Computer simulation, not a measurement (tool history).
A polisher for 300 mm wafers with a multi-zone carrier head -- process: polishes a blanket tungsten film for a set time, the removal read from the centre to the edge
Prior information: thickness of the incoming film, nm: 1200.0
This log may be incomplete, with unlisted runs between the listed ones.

run	hour	flow of slurry (ml/min)	pressure of the head's centre zone	pressure of the head's middle zone	pressure of the head's edge zone	abrasive content of the slurry	polishing time (s)	film removed at the wafer's centre (angstrom)	film removed at mid-radius (angstrom)	film removed at the wafer's edge (angstrom)
1	0	285	1	1	1	1	34	1196.3	1194.4	1192.9
2	6.2	215	1	1	1	1	34	1173.1	1173.7	1175.1
3	8	215	0.96	1	0.96	0.85	32	1030.2	1099.4	1053.8
4	10.8	215	0.93	0.98	0.93	0.75	31	924.1	994.71	972.71
5	12.8	170	0.93	0.98	0.93	0.75	31	917.23	970.98	955.49
6	18.7	170	0.91	0.98	0.9	0.7	31	885.98	987.84	939.36

Expected results for the next run?
7	23.1	170	0.91	0.98	0.9	0.7	31	?	?	?

film removed at the wafer's centre (angstrom): 884.92
film removed at mid-radius (angstrom): 950.46
film removed at the wafer's edge (angstrom): 937.73

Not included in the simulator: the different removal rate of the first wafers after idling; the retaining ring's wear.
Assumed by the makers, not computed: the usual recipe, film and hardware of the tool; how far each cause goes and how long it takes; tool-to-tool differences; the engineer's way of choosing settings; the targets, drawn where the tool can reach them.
